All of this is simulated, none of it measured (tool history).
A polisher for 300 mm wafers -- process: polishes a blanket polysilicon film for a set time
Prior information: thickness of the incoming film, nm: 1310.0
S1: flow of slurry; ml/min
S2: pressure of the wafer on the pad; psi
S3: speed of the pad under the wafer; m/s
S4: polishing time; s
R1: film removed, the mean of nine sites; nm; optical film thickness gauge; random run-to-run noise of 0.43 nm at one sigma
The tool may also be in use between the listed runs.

run  hour   S1   S2    S3  S4      R1
  1     0  175  2.1  1.02  24  138.72
  2     3  165  1.7  0.96  24  108.72
  3   7.5  195  1.7  0.96  24  111.48
  4  11.1  180  1.5   0.9  24  92.263
  5  15.1  180  1.5   0.7  24  77.202
  6  22.8  170  1.4   0.7  24   71.13

What does the tool deliver on the next run?
  7  25.4  155  1.4  0.7  24   ?

Run 7 produced R1 70.263 nm.
